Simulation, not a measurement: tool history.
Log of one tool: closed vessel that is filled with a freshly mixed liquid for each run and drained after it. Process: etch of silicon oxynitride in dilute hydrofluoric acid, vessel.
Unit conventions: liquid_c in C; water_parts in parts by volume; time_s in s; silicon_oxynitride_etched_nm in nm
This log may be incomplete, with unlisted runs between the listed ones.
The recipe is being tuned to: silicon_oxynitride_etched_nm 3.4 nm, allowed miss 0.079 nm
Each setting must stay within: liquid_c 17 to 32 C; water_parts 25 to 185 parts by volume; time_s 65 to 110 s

run 1 day=0 | liquid_c=24 water_parts=105 time_s=110 | silicon_oxynitride_etched_nm=4.8893
run 2 day=0.133 | liquid_c=22 water_parts=105 time_s=110 | silicon_oxynitride_etched_nm=4.4376
run 3 day=0.396 | liquid_c=22 water_parts=70 time_s=110 | silicon_oxynitride_etched_nm=6.8562
run 4 day=0.65 | liquid_c=22 water_parts=50 time_s=110 | silicon_oxynitride_etched_nm=9.7617
run 5 day=0.746 | liquid_c=24.5 water_parts=50 time_s=110 | silicon_oxynitride_etched_nm=10.973
run 6 day=0.825 | liquid_c=24.5 water_parts=50 time_s=65 | silicon_oxynitride_etched_nm=6.4391
run 7 day=1.096 | liquid_c=20.5 water_parts=85 time_s=65 | silicon_oxynitride_etched_nm=3.0178
run 8 day=1.404 | liquid_c=21 water_parts=85 time_s=65 | silicon_oxynitride_etched_nm=3.1252
run 9 day=1.488 | liquid_c=21.5 water_parts=85 time_s=65 | silicon_oxynitride_etched_nm=3.1767
run 10 day=1.658 | liquid_c=22 water_parts=85 time_s=65 | silicon_oxynitride_etched_nm=3.3057

4 candidate next runs follow, results not yet known. Just one meets every target within its allowed miss. Identify it.
run A day=1.829 | liquid_c=18.5 water_parts=85 time_s=85 | silicon_oxynitride_etched_nm=?
run B day=1.829 | liquid_c=21 water_parts=100 time_s=90 | silicon_oxynitride_etched_nm=?
run C day=1.829 | liquid_c=25 water_parts=95 time_s=65 | silicon_oxynitride_etched_nm=?
run D day=1.829 | liquid_c=22 water_parts=100 time_s=85 | silicon_oxynitride_etched_nm=?

move=A silicon_oxynitride_etched_nm=3.6354
move=B silicon_oxynitride_etched_nm=3.6606
move=C silicon_oxynitride_etched_nm=3.3821
move=D silicon_oxynitride_etched_nm=3.6283
A: takes the biggest miss from the last run beyond its target
B: takes the biggest miss from the last run beyond its target
C: meets every target
D: takes the biggest miss from the last run beyond its target
The move that meets every target is C.
